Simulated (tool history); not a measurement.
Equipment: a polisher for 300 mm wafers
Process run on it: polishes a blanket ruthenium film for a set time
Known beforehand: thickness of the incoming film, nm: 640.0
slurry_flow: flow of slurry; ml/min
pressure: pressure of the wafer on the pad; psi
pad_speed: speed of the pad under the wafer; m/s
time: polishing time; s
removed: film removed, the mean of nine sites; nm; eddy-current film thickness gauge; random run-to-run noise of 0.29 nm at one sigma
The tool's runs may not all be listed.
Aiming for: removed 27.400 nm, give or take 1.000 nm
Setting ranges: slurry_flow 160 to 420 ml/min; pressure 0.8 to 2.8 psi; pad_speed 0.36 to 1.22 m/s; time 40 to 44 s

{"run": 1, "hour": 0.0, "slurry_flow": 270, "pressure": 1.8, "pad_speed": 0.78, "time": 44, "removed": 36.961}
{"run": 2, "hour": 1.8, "slurry_flow": 335, "pressure": 1.8, "pad_speed": 0.78, "time": 44, "removed": 37.727}
{"run": 3, "hour": 8.8, "slurry_flow": 335, "pressure": 1.6, "pad_speed": 0.78, "time": 44, "removed": 34.089}
{"run": 4, "hour": 13.9, "slurry_flow": 335, "pressure": 1.6, "pad_speed": 0.78, "time": 40, "removed": 30.501}
{"hour": 17.9, "done": "worn pad replaced by a new one"}
{"run": 5, "hour": 17.9, "slurry_flow": 335, "pressure": 1.6, "pad_speed": 0.92, "time": 40, "removed": 37.518}
{"run": 6, "hour": 19.7, "slurry_flow": 335, "pressure": 1.6, "pad_speed": 0.92, "time": 44, "removed": 41.166}
{"run": 7, "hour": 28.3, "slurry_flow": 335, "pressure": 1.4, "pad_speed": 0.92, "time": 44, "removed": 36.696}
{"run": 8, "hour": 34.9, "slurry_flow": 335, "pressure": 1.2, "pad_speed": 0.92, "time": 44, "removed": 31.484}
{"run": 9, "hour": 38.8, "slurry_flow": 335, "pressure": 1.1, "pad_speed": 0.92, "time": 44, "removed": 28.268}
{"run": 10, "hour": 40.3, "slurry_flow": 330, "pressure": 1.1, "pad_speed": 0.92, "time": 44, "removed": 29.156}

Pick the move, out of 4, that brings all results within their allowed miss; only one does.
{"run": "A", "hour": 41.8, "slurry_flow": 325, "pressure": 1.2, "pad_speed": 1.0, "time": 40, "removed": "?"}
{"run": "B", "hour": 41.8, "slurry_flow": 360, "pressure": 1.2, "pad_speed": 1.04, "time": 42, "removed": "?"}
{"run": "C", "hour": 41.8, "slurry_flow": 320, "pressure": 1.0, "pad_speed": 1.1, "time": 44, "removed": "?"}
{"run": "D", "hour": 41.8, "slurry_flow": 270, "pressure": 1.2, "pad_speed": 0.9, "time": 40, "removed": "?"}

move=A removed=31.257
move=B removed=34.259
move=C removed=31.389
move=D removed=28.009
A: the biggest miss grows against the last run
B: the biggest miss grows against the last run
C: the biggest miss grows against the last run
D: meets every target
Go with D: it meets all targets.

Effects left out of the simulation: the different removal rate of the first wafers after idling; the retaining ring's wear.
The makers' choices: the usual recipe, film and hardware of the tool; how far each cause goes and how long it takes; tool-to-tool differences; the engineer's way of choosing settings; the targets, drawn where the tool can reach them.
